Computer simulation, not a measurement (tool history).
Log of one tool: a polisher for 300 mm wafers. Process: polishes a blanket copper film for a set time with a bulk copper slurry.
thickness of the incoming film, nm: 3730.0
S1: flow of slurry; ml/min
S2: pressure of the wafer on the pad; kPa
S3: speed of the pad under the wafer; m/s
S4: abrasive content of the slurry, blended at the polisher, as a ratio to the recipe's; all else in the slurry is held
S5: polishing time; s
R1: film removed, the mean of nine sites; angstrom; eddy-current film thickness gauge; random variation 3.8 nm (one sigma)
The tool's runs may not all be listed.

Run 1, hour 0: S1 205 ml/min, S2 20 kPa, S3 1.06 m/s, S4 1, S5 48 s. Result: R1 5887.6 angstrom.
Run 2, hour 6: S1 205 ml/min, S2 24.1 kPa, S3 1.06 m/s, S4 1, S5 48 s. Result: R1 6934 angstrom.
Run 3, hour 9.8: S1 205 ml/min, S2 22.8 kPa, S3 1.06 m/s, S4 1, S5 48 s. Result: R1 6611.3 angstrom.
Run 4, hour 13.7: S1 205 ml/min, S2 22.1 kPa, S3 1.06 m/s, S4 1, S5 48 s. Result: R1 6429.2 angstrom.
Run 5, hour 18.7: S1 205 ml/min, S2 21.4 kPa, S3 1.06 m/s, S4 1, S5 48 s. Result: R1 6208.7 angstrom.
Run 6, hour 20.8: S1 205 ml/min, S2 20.7 kPa, S3 1.06 m/s, S4 1, S5 48 s. Result: R1 6069.8 angstrom.
Run 7, hour 29.4: S1 205 ml/min, S2 20 kPa, S3 1.06 m/s, S4 1, S5 48 s. Result: R1 5796.1 angstrom.
Run 8, hour 30: S1 205 ml/min, S2 19.3 kPa, S3 1.06 m/s, S4 1, S5 48 s. Result: R1 5656.4 angstrom.
Run 9, hour 35.7: S1 205 ml/min, S2 18.6 kPa, S3 1.06 m/s, S4 1, S5 48 s. Result: R1 5427.2 angstrom.
Run 10, hour 43.8: S1 205 ml/min, S2 17.9 kPa, S3 1.06 m/s, S4 1, S5 48 s. Result: R1 5244.3 angstrom.

Run 11 comes next. What will it give?
Run 11, hour 52.8: S1 195 ml/min, S2 16.5 kPa, S3 1.06 m/s, S4 1, S5 48 s. Result: R1 ?.

R1: 4831.6 angstrom
